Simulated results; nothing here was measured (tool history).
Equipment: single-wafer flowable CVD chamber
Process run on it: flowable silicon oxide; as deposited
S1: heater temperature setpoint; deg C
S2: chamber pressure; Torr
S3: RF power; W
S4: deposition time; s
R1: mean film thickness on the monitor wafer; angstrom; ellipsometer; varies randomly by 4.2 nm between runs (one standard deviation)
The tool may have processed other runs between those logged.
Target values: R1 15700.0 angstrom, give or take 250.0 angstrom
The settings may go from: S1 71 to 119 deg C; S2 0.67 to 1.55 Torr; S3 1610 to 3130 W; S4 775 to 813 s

Run 1, day 0.000: S1 95 deg C, S2 1.11 Torr, S3 2370 W, S4 813 s. Result: R1 9541.1 angstrom.
Run 2, day 0.362: S1 90 deg C, S2 1.11 Torr, S3 2370 W, S4 813 s. Result: R1 11040.0 angstrom.
Run 3, day 0.688: S1 90 deg C, S2 1.11 Torr, S3 2245 W, S4 813 s. Result: R1 10958.0 angstrom.
Run 4, day 0.850: S1 90 deg C, S2 1.04 Torr, S3 2245 W, S4 813 s. Result: R1 10239.0 angstrom.
Run 5, day 0.950: S1 86 deg C, S2 1.04 Torr, S3 2245 W, S4 813 s. Result: R1 11382.0 angstrom.
Run 6, day 1.312: S1 86 deg C, S2 1.04 Torr, S3 2245 W, S4 813 s. Result: R1 11363.0 angstrom.
Run 7, day 1.433: S1 82 deg C, S2 1.04 Torr, S3 2245 W, S4 813 s. Result: R1 12744.0 angstrom.
Run 8, day 1.638: S1 80 deg C, S2 1.04 Torr, S3 2245 W, S4 813 s. Result: R1 13407.0 angstrom.
Run 9, day 1.771: S1 78 deg C, S2 1.04 Torr, S3 2245 W, S4 813 s. Result: R1 14105.0 angstrom.
Run 10, day 1.942: S1 77 deg C, S2 1.04 Torr, S3 2245 W, S4 813 s. Result: R1 14425.0 angstrom.
Run 11, day 2.150: S1 76 deg C, S2 1.04 Torr, S3 2245 W, S4 813 s. Result: R1 14763.0 angstrom.
Run 12, day 2.350: S1 75 deg C, S2 1.04 Torr, S3 2245 W, S4 813 s. Result: R1 15109.0 angstrom.

Exercise: of the 5 proposed moves below, exactly one satisfies all targets within the stated allowed misses. Which move is it?
Run A, day 2.550: S1 76 deg C, S2 1.08 Torr, S3 1955 W, S4 813 s. Result: R1 ?.
Run B, day 2.550: S1 73 deg C, S2 1.01 Torr, S3 2340 W, S4 788 s. Result: R1 ?.
Run C, day 2.550: S1 71 deg C, S2 1.07 Torr, S3 2135 W, S4 783 s. Result: R1 ?.
Run D, day 2.550: S1 75 deg C, S2 1.07 Torr, S3 2440 W, S4 813 s. Result: R1 ?.
Run E, day 2.550: S1 73 deg C, S2 1.02 Torr, S3 2070 W, S4 811 s. Result: R1 ?.

move       R1
   A  14890.0
   B  15064.0
   C  16228.0
   D  15837.0
   E  15273.0
A: misses by more than the last run did
B: misses by more than the last run did
C: moves the result that the last run missed by most past its target, out the other side
D: every result lands within tolerance
E: closer than the last run, but not yet in spec
The move that meets every target is D.
